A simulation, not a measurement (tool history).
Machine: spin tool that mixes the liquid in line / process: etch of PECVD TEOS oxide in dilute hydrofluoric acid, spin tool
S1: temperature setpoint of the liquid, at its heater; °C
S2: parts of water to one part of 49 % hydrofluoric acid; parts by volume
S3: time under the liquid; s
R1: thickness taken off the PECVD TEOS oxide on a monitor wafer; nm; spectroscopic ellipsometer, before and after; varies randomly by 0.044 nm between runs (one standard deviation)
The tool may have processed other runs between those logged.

Run 1, day 0: S1 21 °C, S2 220 parts by volume, S3 160 s. Result: R1 9.0254 nm.
Run 2, day 0.367: S1 21 °C, S2 250 parts by volume, S3 160 s. Result: R1 7.6002 nm.
Run 3, day 0.396: S1 21 °C, S2 250 parts by volume, S3 160 s. Result: R1 7.5698 nm.
Run 4, day 0.558: S1 21 °C, S2 205 parts by volume, S3 160 s. Result: R1 9.7607 nm.
Run 5, day 0.883: S1 20 °C, S2 240 parts by volume, S3 160 s. Result: R1 7.7497 nm.
Run 6, day 1.167: S1 20 °C, S2 210 parts by volume, S3 160 s. Result: R1 9.1923 nm.
Run 7, day 1.346: S1 19 °C, S2 240 parts by volume, S3 160 s. Result: R1 7.4753 nm.

Run 8 comes next. What will it give?
Run 8, day 1.412: S1 18.5 °C, S2 265 parts by volume, S3 160 s. Result: R1 ?.

R1: 6.4706 nm
